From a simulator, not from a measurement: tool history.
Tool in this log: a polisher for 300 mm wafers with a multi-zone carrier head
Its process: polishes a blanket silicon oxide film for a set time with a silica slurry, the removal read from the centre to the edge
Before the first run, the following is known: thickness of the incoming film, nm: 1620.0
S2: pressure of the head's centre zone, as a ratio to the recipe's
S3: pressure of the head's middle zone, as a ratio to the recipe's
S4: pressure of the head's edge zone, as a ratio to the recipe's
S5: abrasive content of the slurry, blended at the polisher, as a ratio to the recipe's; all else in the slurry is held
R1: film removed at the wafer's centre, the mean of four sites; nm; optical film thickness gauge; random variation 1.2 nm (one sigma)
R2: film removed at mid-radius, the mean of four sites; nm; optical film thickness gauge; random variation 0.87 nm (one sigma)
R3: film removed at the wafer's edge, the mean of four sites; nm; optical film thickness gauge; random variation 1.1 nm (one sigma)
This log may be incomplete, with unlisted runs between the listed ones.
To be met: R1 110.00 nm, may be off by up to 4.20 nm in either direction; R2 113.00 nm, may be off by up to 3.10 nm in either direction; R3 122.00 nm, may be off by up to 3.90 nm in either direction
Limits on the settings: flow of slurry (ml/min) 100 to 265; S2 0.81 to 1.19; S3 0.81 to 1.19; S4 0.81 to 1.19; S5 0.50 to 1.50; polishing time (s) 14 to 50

Run 1, day 0.000: flow of slurry (ml/min) 170, S2 1.00, S3 1.00, S4 1.00, S5 1.00, polishing time (s) 32. Result: R1 130.46 nm, R2 133.19 nm, R3 132.77 nm.
Run 2, day 0.275: flow of slurry (ml/min) 165, S2 0.99, S3 0.99, S4 1.00, S5 1.00, polishing time (s) 32. Result: R1 130.63 nm, R2 130.46 nm, R3 133.44 nm.
Run 3, day 0.321: flow of slurry (ml/min) 160, S2 0.98, S3 0.98, S4 0.99, S5 1.00, polishing time (s) 32. Result: R1 127.01 nm, R2 130.17 nm, R3 133.86 nm.
Run 4, day 0.512: flow of slurry (ml/min) 160, S2 0.98, S3 0.97, S4 0.98, S5 1.00, polishing time (s) 32. Result: R1 129.97 nm, R2 129.91 nm, R3 129.82 nm.
Run 5, day 0.588: flow of slurry (ml/min) 160, S2 1.06, S3 0.97, S4 0.98, S5 1.00, polishing time (s) 32. Result: R1 139.53 nm, R2 130.11 nm, R3 132.13 nm.
Run 6, day 0.679: flow of slurry (ml/min) 155, S2 1.04, S3 0.96, S4 0.98, S5 1.00, polishing time (s) 32. Result: R1 135.55 nm, R2 129.13 nm, R3 133.16 nm.
Run 7, day 0.958: flow of slurry (ml/min) 155, S2 1.02, S3 0.95, S4 0.98, S5 1.00, polishing time (s) 32. Result: R1 131.85 nm, R2 127.09 nm, R3 130.06 nm.
Run 8, day 1.021: flow of slurry (ml/min) 110, S2 0.92, S3 0.88, S4 1.03, S5 1.00, polishing time (s) 32. Result: R1 110.39 nm, R2 109.74 nm, R3 127.17 nm.
Run 9, day 1.129: flow of slurry (ml/min) 110, S2 0.92, S3 0.88, S4 1.02, S5 1.00, polishing time (s) 32. Result: R1 107.07 nm, R2 109.01 nm, R3 126.33 nm.
Run 10, day 1.188: flow of slurry (ml/min) 110, S2 0.92, S3 0.88, S4 1.01, S5 1.00, polishing time (s) 32. Result: R1 107.50 nm, R2 110.09 nm, R3 126.00 nm.
Run 11, day 1.246: flow of slurry (ml/min) 110, S2 0.92, S3 0.88, S4 1.00, S5 1.00, polishing time (s) 32. Result: R1 108.17 nm, R2 109.71 nm, R3 124.98 nm.
Run 12, day 1.600: flow of slurry (ml/min) 110, S2 0.92, S3 0.88, S4 0.99, S5 1.00, polishing time (s) 32. Result: R1 108.22 nm, R2 109.24 nm, R3 123.73 nm.
Run 13, day 1.825: flow of slurry (ml/min) 110, S2 0.92, S3 0.88, S4 0.99, S5 1.00, polishing time (s) 32. Result: R1 108.42 nm, R2 108.85 nm, R3 123.65 nm.

Exactly one of the 4 candidate moves below puts every result within its allowed miss. Which one?
Run A, day 2.050: flow of slurry (ml/min) 140, S2 0.97, S3 0.88, S4 0.93, S5 1.05, polishing time (s) 30. Result: R1 ?, R2 ?, R3 ?.
Run B, day 2.050: flow of slurry (ml/min) 125, S2 0.94, S3 0.85, S4 0.99, S5 0.90, polishing time (s) 32. Result: R1 ?, R2 ?, R3 ?.
Run C, day 2.050: flow of slurry (ml/min) 140, S2 0.92, S3 0.90, S4 0.98, S5 1.00, polishing time (s) 30. Result: R1 ?, R2 ?, R3 ?.
Run D, day 2.050: flow of slurry (ml/min) 100, S2 0.91, S3 0.96, S4 1.00, S5 0.95, polishing time (s) 35. Result: R1 ?, R2 ?, R3 ?.

move      R1      R2      R3
   A  116.78  111.23  120.12
   B  109.21  105.18  120.76
   C  108.44  110.72  120.38
   D  109.55  120.22  129.61
A: gets the furthest-off result to its target, but another result is out of tolerance
B: moves away from the targets compared with the last run
C: each result inside its tolerance
D: carries the result that was furthest off beyond its target, to the other side
The right move is C.

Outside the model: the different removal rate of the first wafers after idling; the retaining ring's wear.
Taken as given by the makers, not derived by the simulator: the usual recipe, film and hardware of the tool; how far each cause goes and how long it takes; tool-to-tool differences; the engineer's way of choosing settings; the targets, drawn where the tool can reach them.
